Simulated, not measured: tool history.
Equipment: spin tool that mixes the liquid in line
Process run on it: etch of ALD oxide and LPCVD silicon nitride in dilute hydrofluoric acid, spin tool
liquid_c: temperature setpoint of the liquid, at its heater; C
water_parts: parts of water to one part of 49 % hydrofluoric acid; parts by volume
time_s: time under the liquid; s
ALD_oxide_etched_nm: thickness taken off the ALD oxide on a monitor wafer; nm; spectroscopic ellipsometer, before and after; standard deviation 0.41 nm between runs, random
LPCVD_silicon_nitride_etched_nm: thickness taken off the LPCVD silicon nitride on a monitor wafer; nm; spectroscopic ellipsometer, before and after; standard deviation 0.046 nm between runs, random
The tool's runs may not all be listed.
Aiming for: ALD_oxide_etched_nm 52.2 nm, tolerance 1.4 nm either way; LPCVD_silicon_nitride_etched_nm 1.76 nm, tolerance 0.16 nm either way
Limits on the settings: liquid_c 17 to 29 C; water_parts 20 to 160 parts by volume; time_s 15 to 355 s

| run | hour | liquid_c | water_parts | time_s | ALD_oxide_etched_nm | LPCVD_silicon_nitride_etched_nm |
|---|---|---|---|---|---|---|
| 1 | 0 | 21 | 90 | 180 | 21.357 | 0.9032 |
| 2 | 1.4 | 21 | 65 | 180 | 30.902 | 1.2213 |
| 3 | 2.5 | 21 | 55 | 175 | 35.855 | 1.4368 |
| 4 | 3.4 | 21 | 55 | 120 | 24.712 | 0.94482 |
| 5 | 11.3 | 19 | 55 | 120 | 22.42 | 0.85027 |
| 6 | 16.4 | 21 | 45 | 115 | 29.334 | 1.143 |
| 7 | 20.4 | 22 | 40 | 110 | 33.182 | 1.3014 |
| 8 | 26.1 | 25.5 | 20 | 110 | 78.901 | 3.259 |
| 9 | 27.9 | 24.5 | 20 | 110 | 75.799 | 3.0849 |
| 10 | 28.7 | 23.5 | 20 | 110 | 71.61 | 2.7707 |
| 11 | 33.3 | 22.5 | 20 | 110 | 70.115 | 2.6644 |
| 12 | 40.3 | 21.5 | 20 | 110 | 66.32 | 2.535 |
| 13 | 43.4 | 20.5 | 20 | 110 | 63.624 | 2.3299 |
| 14 | 49 | 19.5 | 20 | 110 | 60.719 | 2.138 |
|  | 49.9 | hydrofluoric acid flow meter replaced |
| 15 | 49.9 | 19 | 20 | 110 | 65.581 | 2.3461 |
| 16 | 51.8 | 17 | 40 | 105 | 27.542 | 0.93129 |
| 17 | 53.9 | 18.5 | 35 | 105 | 34.239 | 1.2118 |
| 18 | 59.5 | 19 | 35 | 105 | 34.86 | 1.2348 |
| 19 | 63.9 | 19.5 | 35 | 105 | 36.168 | 1.307 |

Exactly one of the 4 candidate moves below puts every result within its allowed miss. Which one?
| A | 68.3 | 29 | 95 | 175 | ? | ? |
| B | 68.3 | 17 | 25 | 75 | ? | ? |
| C | 68.3 | 21 | 35 | 80 | ? | ? |
| D | 68.3 | 17 | 40 | 195 | ? | ? |

| move | ALD_oxide_etched_nm | LPCVD_silicon_nitride_etched_nm |
|---|---|---|
| A | 30.212 | 1.5238 |
| B | 32.817 | 1.0661 |
| C | 29.399 | 1.0916 |
| D | 52.446 | 1.7649 |
A: the biggest miss grows against the last run
B: the biggest miss grows against the last run
C: the biggest miss grows against the last run
D: every result within its allowed miss
The move that meets every target is D.

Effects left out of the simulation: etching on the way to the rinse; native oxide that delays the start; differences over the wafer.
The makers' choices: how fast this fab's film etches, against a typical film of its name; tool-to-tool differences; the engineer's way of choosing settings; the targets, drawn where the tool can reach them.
